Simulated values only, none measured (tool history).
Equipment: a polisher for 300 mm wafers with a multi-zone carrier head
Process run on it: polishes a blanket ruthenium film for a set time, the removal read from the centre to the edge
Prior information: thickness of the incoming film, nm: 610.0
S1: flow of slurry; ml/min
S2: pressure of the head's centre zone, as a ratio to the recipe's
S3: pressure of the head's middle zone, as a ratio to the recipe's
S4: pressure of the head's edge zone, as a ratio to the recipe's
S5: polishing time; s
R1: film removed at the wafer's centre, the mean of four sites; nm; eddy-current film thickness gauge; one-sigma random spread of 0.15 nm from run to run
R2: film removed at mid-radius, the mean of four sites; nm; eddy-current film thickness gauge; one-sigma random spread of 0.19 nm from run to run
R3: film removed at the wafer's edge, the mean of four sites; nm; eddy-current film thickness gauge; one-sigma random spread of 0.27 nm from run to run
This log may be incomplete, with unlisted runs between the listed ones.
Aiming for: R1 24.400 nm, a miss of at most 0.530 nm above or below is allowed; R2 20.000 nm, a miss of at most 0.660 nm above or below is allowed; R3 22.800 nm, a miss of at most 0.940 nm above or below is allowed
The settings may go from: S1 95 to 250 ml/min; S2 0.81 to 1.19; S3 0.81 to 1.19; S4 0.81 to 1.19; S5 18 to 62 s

run  hour   S1    S2    S3    S4  S5      R1      R2      R3
  1   0.0  160  1.00  1.00  1.00  40  26.671  25.813  25.386
  2   1.1  135  1.00  1.00  1.00  40  25.715  24.933  25.304
  3   2.8  135  1.00  1.00  1.00  45  28.800  28.232  27.840
  4   9.8  135  1.00  1.05  1.00  45  28.813  29.318  28.813
  5  16.4  135  1.00  1.05  0.92  45  28.590  28.935  27.215
  6  17.7  135  0.96  1.05  0.92  45  27.882  28.990  26.869
  7  26.2  135  0.96  1.05  0.92  45  27.602  29.281  26.679
  8  29.9  105  1.01  0.95  0.91  38  22.946  21.234  21.880
  9  35.6  105  1.01  0.95  0.91  38  23.117  21.404  21.971
 10  39.0  105  1.02  0.92  0.93  38  23.117  20.605  22.314
 11  45.4  110  1.03  0.91  0.93  38  23.543  20.832  22.696
 12  51.9  110  1.04  0.89  0.92  38  23.863  20.371  22.340

Which of these 5 next moves meets every target?
  A  58.4  125  1.18  0.85  0.89  35   ?   ?   ?
  B  58.4  115  1.02  0.98  0.90  36   ?   ?   ?
  C  58.4  125  1.19  0.83  0.89  35   ?   ?   ?
  D  58.4  105  1.06  0.85  0.94  39   ?   ?   ?
  E  58.4  160  1.15  0.83  0.95  34   ?   ?   ?

move      R1      R2      R3
   A  25.450  18.794  20.755
   B  22.524  21.343  21.121
   C  25.638  18.430  20.760
   D  24.535  20.051  23.005
   E  25.585  18.838  21.555
A: moves the result that the last run missed by most past its target, out the other side
B: its largest miss is bigger than the last run's
C: moves the result that the last run missed by most past its target, out the other side
D: in spec on every target
E: moves the result that the last run missed by most past its target, out the other side
Answer: D
